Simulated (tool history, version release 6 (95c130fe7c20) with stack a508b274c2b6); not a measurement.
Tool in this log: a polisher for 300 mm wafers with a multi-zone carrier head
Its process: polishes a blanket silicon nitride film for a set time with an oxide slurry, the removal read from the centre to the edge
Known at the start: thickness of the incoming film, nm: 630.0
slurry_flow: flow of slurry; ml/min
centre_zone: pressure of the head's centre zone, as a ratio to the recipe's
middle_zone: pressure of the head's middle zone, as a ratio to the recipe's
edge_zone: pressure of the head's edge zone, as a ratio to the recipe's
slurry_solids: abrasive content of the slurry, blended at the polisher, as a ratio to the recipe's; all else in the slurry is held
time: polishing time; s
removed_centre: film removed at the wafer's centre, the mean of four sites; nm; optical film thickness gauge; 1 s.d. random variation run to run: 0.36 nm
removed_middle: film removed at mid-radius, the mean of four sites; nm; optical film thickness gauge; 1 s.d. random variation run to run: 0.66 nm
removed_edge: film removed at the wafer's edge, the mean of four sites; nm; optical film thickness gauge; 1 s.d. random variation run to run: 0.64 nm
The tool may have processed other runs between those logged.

run    day  slurry_flow  centre_zone  middle_zone  edge_zone  slurry_solids  time  removed_centre  removed_middle  removed_edge
  1  0.000          130         1.00         1.00       1.00           1.00    81          68.280          66.500        67.441
  2  0.071          130         1.07         1.00       1.00           1.00    81          72.471          65.069        66.819
  3  0.117          130         1.06         1.02       0.96           0.85    79          64.187          60.502        58.153
  4  0.388          130         1.10         1.02       0.96           0.85    79          67.595          59.321        58.621
  5  0.633          125         1.08         1.03       0.93           0.75    79          61.216          55.596        54.453
  6  0.871          125         1.08         1.03       0.93           0.60    79          52.982          49.339        46.819
  7  1.246          125         1.08         1.05       0.91           0.60    79          53.199          49.891        46.911
  8  1.592          125         1.08         1.07       0.89           0.60    79          52.302          50.086        46.975
  9  1.896          130         1.09         1.09       0.87           0.60    79          54.250          52.153        46.107
 10  2.200          125         1.09         1.10       0.86           0.60    79          52.947          51.099        45.936

Forecast run 11:
 11  2.558          125         1.09         1.11       0.85           0.60    79               ?               ?             ?

Run 11 produced removed_centre 53.598 nm, removed_middle 52.031 nm, removed_edge 45.496 nm.

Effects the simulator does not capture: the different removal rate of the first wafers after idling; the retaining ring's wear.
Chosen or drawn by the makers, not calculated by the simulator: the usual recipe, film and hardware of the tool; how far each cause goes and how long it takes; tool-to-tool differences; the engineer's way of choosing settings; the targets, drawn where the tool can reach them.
